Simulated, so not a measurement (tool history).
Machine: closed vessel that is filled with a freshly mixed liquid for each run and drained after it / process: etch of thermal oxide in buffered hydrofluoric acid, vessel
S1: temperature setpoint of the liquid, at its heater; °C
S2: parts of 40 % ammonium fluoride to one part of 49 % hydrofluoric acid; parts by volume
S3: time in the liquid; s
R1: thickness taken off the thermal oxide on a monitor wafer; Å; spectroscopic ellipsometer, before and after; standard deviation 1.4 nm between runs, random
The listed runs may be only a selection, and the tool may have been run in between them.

{"run": 1, "day": 0.0, "S1": 23, "S2": 21.5, "S3": 155, "R1": 828.87}
{"run": 2, "day": 0.138, "S1": 23, "S2": 17, "S3": 155, "R1": 1020.9}
{"run": 3, "day": 0.183, "S1": 23, "S2": 15, "S3": 155, "R1": 1153.6}
{"run": 4, "day": 0.396, "S1": 21, "S2": 15, "S3": 155, "R1": 1046.9}
{"run": 5, "day": 0.746, "S1": 21, "S2": 15, "S3": 155, "R1": 1036.3}
{"run": 6, "day": 0.788, "S1": 21, "S2": 15, "S3": 165, "R1": 1107.5}
{"run": 7, "day": 1.079, "S1": 24, "S2": 14.5, "S3": 165, "R1": 1332.4}

What does the tool deliver on the next run?
{"run": 8, "day": 1.233, "S1": 28, "S2": 14, "S3": 165, "R1": "?"}

{"run 8": {"R1": 1736.7}}
